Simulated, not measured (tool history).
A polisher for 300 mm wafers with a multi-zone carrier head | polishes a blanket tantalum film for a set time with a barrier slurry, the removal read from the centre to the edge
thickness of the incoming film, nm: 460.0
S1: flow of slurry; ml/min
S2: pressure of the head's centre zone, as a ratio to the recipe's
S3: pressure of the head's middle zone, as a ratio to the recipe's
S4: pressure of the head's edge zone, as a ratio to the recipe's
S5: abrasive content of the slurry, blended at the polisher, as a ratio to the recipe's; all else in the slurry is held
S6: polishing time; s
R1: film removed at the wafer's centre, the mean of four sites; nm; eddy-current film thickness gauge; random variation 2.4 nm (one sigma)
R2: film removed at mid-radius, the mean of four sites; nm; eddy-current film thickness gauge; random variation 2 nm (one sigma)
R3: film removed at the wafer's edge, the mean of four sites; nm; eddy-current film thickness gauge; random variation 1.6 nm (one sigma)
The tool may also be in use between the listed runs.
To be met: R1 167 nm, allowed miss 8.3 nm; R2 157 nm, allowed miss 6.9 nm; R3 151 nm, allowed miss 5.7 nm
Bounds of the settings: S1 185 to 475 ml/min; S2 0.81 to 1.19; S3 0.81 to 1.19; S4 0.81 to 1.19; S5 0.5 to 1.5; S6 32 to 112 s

run,hour,S1,S2,S3,S4,S5,S6,R1,R2,R3
1,0,305,1,1,1,1,72,101.46,102.5,101.86
2,2.6,305,0.94,1,1,1,72,92.077,102.36,104.11
3,5,305,0.94,1,1,1.2,72,99.315,110.18,110.67
4,5.6,305,0.96,1.01,1.01,1.25,74,107.45,113.97,115.17
5,7.4,305,0.97,1.02,1.02,1.3,76,111.57,121.36,118.95
6,13.4,305,0.97,1.02,1.02,1.2,76,109.84,116.01,116.16
7,15.8,325,1.07,1.06,1.09,1.45,89,150,149.61,149.62
8,21,325,1.08,1.06,1.09,1.45,89,150.25,151.89,148.48
9,23.1,325,1.09,1.06,1.09,1.45,89,151.46,149.17,147.28
10,28.3,325,1.1,1.06,1.09,1.45,89,155.65,148.22,150.05
11,37,325,1.11,1.07,1.09,1.45,89,154.01,152.44,151.65

5 next moves are on the table. One of them brings every result within its allowed miss. Which?
A,45.7,390,1.16,1.09,1.03,1.5,89,?,?,?
B,45.7,335,1,1.18,1.08,1.4,98,?,?,?
C,45.7,260,1.06,1.03,1.06,1.5,92,?,?,?
D,45.7,270,1.09,1.06,1.1,1.35,92,?,?,?
E,45.7,365,1.19,0.9,0.96,1.5,94,?,?,?

move,R1,R2,R3
A,169.65,157.33,149.57
B,155.51,176.24,163.73
C,151.18,149.4,150.93
D,152.74,149.12,150.64
E,182.27,147.57,152.16
A: meets every target
B: further off than the last run
C: further off than the last run
D: further off than the last run
E: takes the result that was furthest off past its target
Move A is the one to make.
